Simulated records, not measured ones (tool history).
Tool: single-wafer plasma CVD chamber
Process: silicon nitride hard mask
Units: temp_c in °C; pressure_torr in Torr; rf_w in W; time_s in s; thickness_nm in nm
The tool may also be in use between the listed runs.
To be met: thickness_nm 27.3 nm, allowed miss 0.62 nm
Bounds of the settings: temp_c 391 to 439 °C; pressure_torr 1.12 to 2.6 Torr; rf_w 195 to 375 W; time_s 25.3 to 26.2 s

run 1 hour=0 | temp_c=415 pressure_torr=1.86 rf_w=285 time_s=25.3 | thickness_nm=30.331
run 2 hour=4.7 | temp_c=415 pressure_torr=1.86 rf_w=315 time_s=25.3 | thickness_nm=32.442
run 3 hour=6.7 | temp_c=415 pressure_torr=1.86 rf_w=335 time_s=25.3 | thickness_nm=33.588
run 4 hour=14.6 | temp_c=415 pressure_torr=1.86 rf_w=335 time_s=26.2 | thickness_nm=34.897
run 5 hour=23.4 | temp_c=410 pressure_torr=1.86 rf_w=335 time_s=26.2 | thickness_nm=35.089
run 6 hour=24.8 | temp_c=410 pressure_torr=1.67 rf_w=335 time_s=26.2 | thickness_nm=33.688
run 7 hour=31.5 | temp_c=410 pressure_torr=1.55 rf_w=320 time_s=26.1 | thickness_nm=31.547
run 8 hour=34.6 | temp_c=410 pressure_torr=1.55 rf_w=320 time_s=26.1 | thickness_nm=31.219
run 9 hour=39.9 | temp_c=410 pressure_torr=1.45 rf_w=315 time_s=26.1 | thickness_nm=30.217
run 10 hour=43.4 | temp_c=410 pressure_torr=1.37 rf_w=310 time_s=26.1 | thickness_nm=29.256
run 11 hour=48.6 | temp_c=410 pressure_torr=1.14 rf_w=295 time_s=26 | thickness_nm=25.503
run 12 hour=50.1 | temp_c=410 pressure_torr=1.19 rf_w=295 time_s=26 | thickness_nm=26.282
run 13 hour=58 | temp_c=410 pressure_torr=1.35 rf_w=300 time_s=26 | thickness_nm=28.224
run 14 hour=62.9 | temp_c=411 pressure_torr=1.33 rf_w=300 time_s=26 | thickness_nm=27.727

Which of these 5 next moves meets every target?
run A hour=67.8 | temp_c=417 pressure_torr=1.35 rf_w=300 time_s=25.3 | thickness_nm=?
run B hour=67.8 | temp_c=418 pressure_torr=1.35 rf_w=315 time_s=25.8 | thickness_nm=?
run C hour=67.8 | temp_c=413 pressure_torr=1.18 rf_w=340 time_s=26.2 | thickness_nm=?
run D hour=67.8 | temp_c=412 pressure_torr=1.48 rf_w=280 time_s=26.2 | thickness_nm=?
run E hour=67.8 | temp_c=418 pressure_torr=1.26 rf_w=325 time_s=26.2 | thickness_nm=?

move=A thickness_nm=27.357
move=B thickness_nm=28.784
move=C thickness_nm=28.638
move=D thickness_nm=28.297
move=E thickness_nm=28.783
A: meets every target
B: further off than the last run
C: further off than the last run
D: further off than the last run
E: further off than the last run
The right move is A.
